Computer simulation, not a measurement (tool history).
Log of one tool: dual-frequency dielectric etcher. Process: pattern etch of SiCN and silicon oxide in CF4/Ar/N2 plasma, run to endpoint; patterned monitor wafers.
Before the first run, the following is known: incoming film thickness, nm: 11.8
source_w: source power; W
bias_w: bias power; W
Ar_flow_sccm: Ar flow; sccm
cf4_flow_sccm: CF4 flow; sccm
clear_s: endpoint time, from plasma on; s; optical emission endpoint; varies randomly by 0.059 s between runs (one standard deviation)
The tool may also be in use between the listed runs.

run,day,source_w,bias_w,Ar_flow_sccm,cf4_flow_sccm,clear_s
1,0.000,410,66,118,55,15.306
2,0.254,410,66,105,55,14.965
3,0.542,430,67,105,55,14.362
4,0.612,430,59,105,55,15.362
5,0.729,400,59,105,55,15.989
6,0.850,440,60,105,55,14.924
7,0.917,470,61,105,55,14.366
8,1.092,490,63,104,55,13.683
9,1.412,510,64,103,55,13.102
10,1.550,520,64,103,55,13.039
11,1.817,530,65,103,55,12.791
12,2.100,540,66,103,55,12.519

Run 13, settings as shown, results not yet in. Your forecast:
13,2.346,550,66,103,55,?

For run 13 the tool returned clear_s 12.440 s.

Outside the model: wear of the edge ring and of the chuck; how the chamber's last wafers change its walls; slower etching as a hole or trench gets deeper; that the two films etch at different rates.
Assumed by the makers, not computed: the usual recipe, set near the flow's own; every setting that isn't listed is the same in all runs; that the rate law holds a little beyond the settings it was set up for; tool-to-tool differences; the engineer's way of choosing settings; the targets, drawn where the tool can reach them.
